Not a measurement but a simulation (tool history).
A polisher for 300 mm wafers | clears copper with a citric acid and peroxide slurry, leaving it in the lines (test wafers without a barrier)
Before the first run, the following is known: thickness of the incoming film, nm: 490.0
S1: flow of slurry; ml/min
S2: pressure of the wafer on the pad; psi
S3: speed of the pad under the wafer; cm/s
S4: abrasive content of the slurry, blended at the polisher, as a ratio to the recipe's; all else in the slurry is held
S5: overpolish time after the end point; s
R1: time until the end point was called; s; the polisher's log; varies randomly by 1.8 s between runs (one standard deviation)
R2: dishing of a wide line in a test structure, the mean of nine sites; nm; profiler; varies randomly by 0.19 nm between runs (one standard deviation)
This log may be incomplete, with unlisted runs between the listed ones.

{"run": 1, "hour": 0.0, "S1": 220, "S2": 4.0, "S3": 142, "S4": 1.0, "S5": 26, "R1": 122.0, "R2": 23.913}
{"run": 2, "hour": 8.9, "S1": 215, "S2": 3.3, "S3": 164, "S4": 0.95, "S5": 20, "R1": 128.55, "R2": 22.35}
{"run": 3, "hour": 13.2, "S1": 245, "S2": 3.3, "S3": 164, "S4": 0.95, "S5": 20, "R1": 124.15, "R2": 21.715}
{"run": 4, "hour": 15.2, "S1": 275, "S2": 2.8, "S3": 182, "S4": 0.8, "S5": 16, "R1": 134.5, "R2": 19.754}
{"run": 5, "hour": 20.7, "S1": 295, "S2": 2.6, "S3": 196, "S4": 0.7, "S5": 13, "R1": 139.84, "R2": 17.995}
{"run": 6, "hour": 28.3, "S1": 310, "S2": 2.6, "S3": 204, "S4": 0.65, "S5": 11, "R1": 135.08, "R2": 17.269}
{"run": 7, "hour": 32.1, "S1": 340, "S2": 2.4, "S3": 222, "S4": 0.5, "S5": 8, "R1": 140.27, "R2": 14.052}

Run 8 is up next; what results do you expect?
{"run": 8, "hour": 34.6, "S1": 335, "S2": 2.5, "S3": 222, "S4": 0.5, "S5": 8, "R1": "?", "R2": "?"}

R1: 133.67 s
R2: 13.963 nm

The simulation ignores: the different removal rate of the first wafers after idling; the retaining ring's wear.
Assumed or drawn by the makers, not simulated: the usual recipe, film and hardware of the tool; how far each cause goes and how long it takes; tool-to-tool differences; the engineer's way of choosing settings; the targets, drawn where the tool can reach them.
